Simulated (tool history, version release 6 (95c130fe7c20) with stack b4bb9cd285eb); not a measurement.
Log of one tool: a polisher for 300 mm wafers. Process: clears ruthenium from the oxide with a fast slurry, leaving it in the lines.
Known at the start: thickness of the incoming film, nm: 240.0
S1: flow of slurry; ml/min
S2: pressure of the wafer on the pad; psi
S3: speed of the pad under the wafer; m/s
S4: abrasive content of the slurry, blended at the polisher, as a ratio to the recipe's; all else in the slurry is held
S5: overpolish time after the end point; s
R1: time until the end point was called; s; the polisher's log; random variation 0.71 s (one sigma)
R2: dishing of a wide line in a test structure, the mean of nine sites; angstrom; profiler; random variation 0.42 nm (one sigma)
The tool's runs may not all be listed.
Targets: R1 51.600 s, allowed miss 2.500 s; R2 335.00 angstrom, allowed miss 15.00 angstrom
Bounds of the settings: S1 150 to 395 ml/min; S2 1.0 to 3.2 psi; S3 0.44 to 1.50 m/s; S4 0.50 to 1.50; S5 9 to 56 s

run	day	S1	S2	S3	S4	S5	R1	R2
1	0.000	250	2.1	0.96	1.00	29	73.820	611.98
2	0.354	250	2.1	0.78	1.00	29	89.073	522.81
3	0.471	250	1.9	0.78	1.00	29	95.335	499.33
4	0.538	250	1.9	0.56	1.00	29	123.120	396.64
5	0.592	250	1.9	0.56	1.00	41	125.790	518.75
6	0.875	250	1.9	0.56	1.10	41	118.290	542.95
7	0.917	275	2.3	0.52	1.25	31	97.398	503.04
8	1.067	235	2.6	0.50	1.35	24	86.972	455.56
9	1.292	210	2.8	0.52	1.40	19	78.530	402.27
10	1.621	190	2.9	0.58	1.45	16	70.231	382.65
11	1.958	150	3.2	0.78	1.50	9	51.925	301.45
12	2.062	160	3.2	0.78	1.50	9	51.577	299.32

Which of these 4 next moves meets every target?
A	2.167	150	2.7	0.98	1.50	10	?	?
B	2.167	155	3.2	0.78	1.50	9	?	?
C	2.167	210	3.0	0.72	1.45	12	?	?
D	2.167	150	3.1	0.74	1.45	13	?	?

move	R1	R2
A	51.955	332.08
B	52.491	300.27
C	57.316	356.93
D	57.531	380.75
A: meets every target
B: as far off as the last run
C: takes the result that was furthest off past its target
D: takes the result that was furthest off past its target
Move A is the one to make.
